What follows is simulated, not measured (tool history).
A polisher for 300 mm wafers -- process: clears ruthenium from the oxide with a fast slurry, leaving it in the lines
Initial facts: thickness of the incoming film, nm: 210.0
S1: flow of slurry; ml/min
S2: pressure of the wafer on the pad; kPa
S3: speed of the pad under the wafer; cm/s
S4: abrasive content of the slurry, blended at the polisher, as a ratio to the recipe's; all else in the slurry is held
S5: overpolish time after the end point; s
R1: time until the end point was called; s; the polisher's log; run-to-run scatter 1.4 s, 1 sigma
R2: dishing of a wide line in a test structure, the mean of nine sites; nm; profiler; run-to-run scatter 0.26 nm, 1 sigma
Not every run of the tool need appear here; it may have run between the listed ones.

| run | hour | S1 | S2 | S3 | S4 | S5 | R1 | R2 |
|---|---|---|---|---|---|---|---|---|
| 1 | 0 | 250 | 20 | 82 | 1 | 13 | 60.131 | 33.537 |
| 2 | 1.9 | 250 | 20 | 82 | 1 | 17 | 59.297 | 41.37 |
| 3 | 8.7 | 250 | 19.3 | 80 | 1 | 15 | 64.79 | 35.111 |
| 4 | 17.1 | 285 | 19.3 | 80 | 1 | 15 | 63.656 | 35.809 |
| 5 | 21.7 | 285 | 19.3 | 80 | 1 | 19 | 64.261 | 42.681 |
| 6 | 30.6 | 285 | 19.3 | 80 | 1 | 17 | 63.96 | 39.297 |
| 7 | 33.1 | 285 | 18.6 | 80 | 1 | 15 | 67.956 | 34.542 |
| 8 | 40.5 | 270 | 17.9 | 78 | 1 | 13 | 70.859 | 29.974 |
| 9 | 41.3 | 265 | 17.2 | 78 | 1 | 12 | 72.577 | 27.008 |
| 10 | 48.7 | 265 | 16.5 | 78 | 1 | 11 | 75.758 | 23.984 |

Run 11 is up next; what results do you expect?
| 11 | 55.9 | 265 | 12.4 | 78 | 1 | 6 | ? | ? |

{"run 11": {"R1": 103.69, "R2": 10.87}}
